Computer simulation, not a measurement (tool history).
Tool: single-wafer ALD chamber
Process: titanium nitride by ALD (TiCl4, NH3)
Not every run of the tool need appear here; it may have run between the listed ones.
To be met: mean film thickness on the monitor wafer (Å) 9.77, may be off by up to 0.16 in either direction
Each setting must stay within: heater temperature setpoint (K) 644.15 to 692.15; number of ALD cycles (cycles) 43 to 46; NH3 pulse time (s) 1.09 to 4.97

run,hour,heater temperature setpoint (K),number of ALD cycles (cycles),NH3 pulse time (s),mean film thickness on the monitor wafer (Å)
1,0,668.15,46,3.03,10.482
2,2.6,666.15,45,2.76,10.153
3,10.2,675.15,45,2.76,10.205
4,18.4,675.15,45,2.68,10.232
5,19.4,675.15,46,2.68,10.463
6,20.7,671.15,46,2.68,10.434
7,25.4,670.15,45,2.51,10.215
8,28.9,669.15,45,2.36,10.107
9,36,669.15,45,2.36,10.097

Which one of the following 4 next-run settings gets every result inside its allowed miss? There is exactly one.
A,43.1,647.15,43,2.18,?
B,43.1,665.15,43,1.82,?
C,43.1,659.15,43,2.19,?
D,43.1,672.15,43,3.1,?

move,mean film thickness on the monitor wafer (Å)
A,9.4158
B,9.4932
C,9.5673
D,9.8598
A: pushes the last run's worst result past its target
B: pushes the last run's worst result past its target
C: pushes the last run's worst result past its target
D: all results in spec
Move D is the one to make.

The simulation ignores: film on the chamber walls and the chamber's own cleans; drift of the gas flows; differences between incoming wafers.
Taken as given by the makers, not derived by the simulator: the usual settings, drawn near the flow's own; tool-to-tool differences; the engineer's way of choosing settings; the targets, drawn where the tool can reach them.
